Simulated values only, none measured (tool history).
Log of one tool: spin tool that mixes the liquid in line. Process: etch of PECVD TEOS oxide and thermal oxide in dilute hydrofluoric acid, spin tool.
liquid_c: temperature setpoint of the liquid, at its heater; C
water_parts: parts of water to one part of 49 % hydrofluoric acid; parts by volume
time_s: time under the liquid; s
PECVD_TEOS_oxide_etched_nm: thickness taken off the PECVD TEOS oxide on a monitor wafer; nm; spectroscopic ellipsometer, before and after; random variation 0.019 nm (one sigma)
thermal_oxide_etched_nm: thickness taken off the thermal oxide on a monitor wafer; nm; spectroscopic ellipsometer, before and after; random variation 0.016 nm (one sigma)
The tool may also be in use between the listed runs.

Run 1, hour 0.0: liquid_c 24.0 C, water_parts 280 parts by volume, time_s 55 s. Result: PECVD_TEOS_oxide_etched_nm 4.5978 nm, thermal_oxide_etched_nm 0.76920 nm.
Run 2, hour 6.9: liquid_c 21.5 C, water_parts 280 parts by volume, time_s 55 s. Result: PECVD_TEOS_oxide_etched_nm 4.2160 nm, thermal_oxide_etched_nm 0.70013 nm.
Run 3, hour 7.5: liquid_c 21.5 C, water_parts 280 parts by volume, time_s 70 s. Result: PECVD_TEOS_oxide_etched_nm 5.3511 nm, thermal_oxide_etched_nm 0.87427 nm.
Run 4, hour 8.6: liquid_c 21.0 C, water_parts 295 parts by volume, time_s 70 s. Result: PECVD_TEOS_oxide_etched_nm 4.8785 nm, thermal_oxide_etched_nm 0.80532 nm.
Run 5, hour 12.3: liquid_c 21.0 C, water_parts 345 parts by volume, time_s 70 s. Result: PECVD_TEOS_oxide_etched_nm 4.0746 nm, thermal_oxide_etched_nm 0.66403 nm.
Run 6, hour 17.2: liquid_c 20.5 C, water_parts 355 parts by volume, time_s 70 s. Result: PECVD_TEOS_oxide_etched_nm 3.8266 nm, thermal_oxide_etched_nm 0.58586 nm.

The next listed run, before its measurement:
Run 7, hour 19.1: liquid_c 20.0 C, water_parts 360 parts by volume, time_s 70 s. Result: PECVD_TEOS_oxide_etched_nm ?, thermal_oxide_etched_nm ?.

{"run 7": {"PECVD_TEOS_oxide_etched_nm": 3.6919, "thermal_oxide_etched_nm": 0.62064}}
